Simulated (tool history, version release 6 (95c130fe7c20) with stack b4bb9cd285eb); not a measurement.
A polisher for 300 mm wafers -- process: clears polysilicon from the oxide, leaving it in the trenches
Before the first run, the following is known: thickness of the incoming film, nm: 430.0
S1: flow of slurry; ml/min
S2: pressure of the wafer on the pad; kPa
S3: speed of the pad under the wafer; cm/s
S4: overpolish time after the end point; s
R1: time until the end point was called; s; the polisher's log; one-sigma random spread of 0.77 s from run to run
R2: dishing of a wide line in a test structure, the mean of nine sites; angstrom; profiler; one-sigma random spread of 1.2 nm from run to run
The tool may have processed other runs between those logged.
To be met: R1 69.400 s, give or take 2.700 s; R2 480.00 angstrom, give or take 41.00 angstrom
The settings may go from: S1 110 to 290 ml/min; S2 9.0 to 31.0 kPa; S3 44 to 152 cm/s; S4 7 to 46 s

run 1 hour=0.0 | S1=185 S2=20.0 S3=98 S4=24 | R1=32.382 R2=555.25
run 2 hour=8.1 | S1=180 S2=17.2 S3=94 S4=20 | R1=39.360 R2=574.31
run 3 hour=13.8 | S1=200 S2=15.2 S3=88 S4=26 | R1=45.912 R2=561.41
run 4 hour=18.9 | S1=225 S2=15.2 S3=88 S4=26 | R1=45.257 R2=572.14
run 5 hour=22.9 | S1=195 S2=13.8 S3=86 S4=31 | R1=52.963 R2=567.31
run 6 hour=29.8 | S1=240 S2=13.8 S3=86 S4=31 | R1=51.009 R2=545.76
run 7 hour=38.3 | S1=290 S2=9.0 S3=72 S4=20 | R1=89.554 R2=509.07
run 8 hour=43.8 | S1=290 S2=10.3 S3=72 S4=17 | R1=77.160 R2=487.31
run 9 hour=44.6 | S1=290 S2=11.0 S3=72 S4=16 | R1=74.108 R2=467.54
run 10 hour=52.0 | S1=290 S2=11.0 S3=72 S4=17 | R1=73.682 R2=503.44
run 11 hour=53.0 | S1=290 S2=11.0 S3=72 S4=15 | R1=72.568 R2=466.75

4 next moves are on the table. One of them brings every result within its allowed miss. Which?
run A hour=54.0 | S1=280 S2=9.7 S3=86 S4=14 | R1=? R2=?
run B hour=54.0 | S1=290 S2=12.4 S3=74 S4=15 | R1=? R2=?
run C hour=54.0 | S1=240 S2=9.7 S3=76 S4=21 | R1=? R2=?
run D hour=54.0 | S1=290 S2=16.5 S3=50 S4=9 | R1=? R2=?

move=A R1=69.713 R2=485.21
move=B R1=63.317 R2=513.10
move=C R1=79.713 R2=528.73
move=D R1=69.808 R2=395.62
A: all results in spec
B: the result that was furthest off in the last run now lies on the other side of its target
C: moves away from the targets compared with the last run
D: brings the result that was furthest off to its target, and leaves another outside
A is the move that brings every result within its allowed miss.

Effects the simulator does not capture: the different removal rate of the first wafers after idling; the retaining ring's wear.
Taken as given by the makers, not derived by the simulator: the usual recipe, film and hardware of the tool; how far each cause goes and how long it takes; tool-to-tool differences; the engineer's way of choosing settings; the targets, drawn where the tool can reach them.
